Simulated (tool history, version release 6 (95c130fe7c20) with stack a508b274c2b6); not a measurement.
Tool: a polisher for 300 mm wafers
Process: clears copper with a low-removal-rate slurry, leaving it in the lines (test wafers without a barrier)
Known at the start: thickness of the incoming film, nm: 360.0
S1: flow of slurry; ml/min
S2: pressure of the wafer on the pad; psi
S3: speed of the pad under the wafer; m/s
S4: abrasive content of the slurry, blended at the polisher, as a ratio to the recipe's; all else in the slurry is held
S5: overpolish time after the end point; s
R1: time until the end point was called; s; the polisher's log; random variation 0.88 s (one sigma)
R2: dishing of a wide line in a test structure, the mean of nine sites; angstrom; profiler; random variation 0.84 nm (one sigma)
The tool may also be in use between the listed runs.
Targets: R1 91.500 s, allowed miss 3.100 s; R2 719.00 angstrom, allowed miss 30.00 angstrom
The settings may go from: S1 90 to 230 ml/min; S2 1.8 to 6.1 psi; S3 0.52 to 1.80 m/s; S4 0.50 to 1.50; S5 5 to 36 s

run  hour   S1   S2    S3    S4  S5      R1      R2
  1   0.0  150  3.9  1.16  1.00  18  75.006  515.06
  2   6.1  140  3.7  1.16  1.00  21  80.347  553.20
  3  13.0  140  3.7  1.16  0.80  21  83.703  547.17
  4  17.4  140  3.7  1.00  0.80  21  95.795  476.20
  5  24.5  140  3.7  1.00  0.80  28  97.336  621.19
  6  32.1  145  3.8  1.00  0.80  29  92.401  624.96
  7  34.5  135  3.9  1.00  0.80  30  91.618  657.35
  8  35.0  135  3.9  1.00  0.80  31  91.351  673.95

5 next moves are on the table. One of them brings every result within its allowed miss. Which?
  A  35.5  155  4.2  0.88  0.90  29   ?   ?
  B  35.5  130  3.8  1.10  0.85  30   ?   ?
  C  35.5   90  4.8  0.84  0.85  30   ?   ?
  D  35.5  115  4.3  0.92  0.80  29   ?   ?
  E  35.5  130  3.1  1.32  0.70  34   ?   ?

move      R1      R2
   A  90.691  644.78
   B  85.407  687.89
   C  96.150  637.64
   D  92.650  635.07
   E  90.646  709.53
A: further off than the last run
B: further off than the last run
C: further off than the last run
D: further off than the last run
E: meets every target
The right move is E.
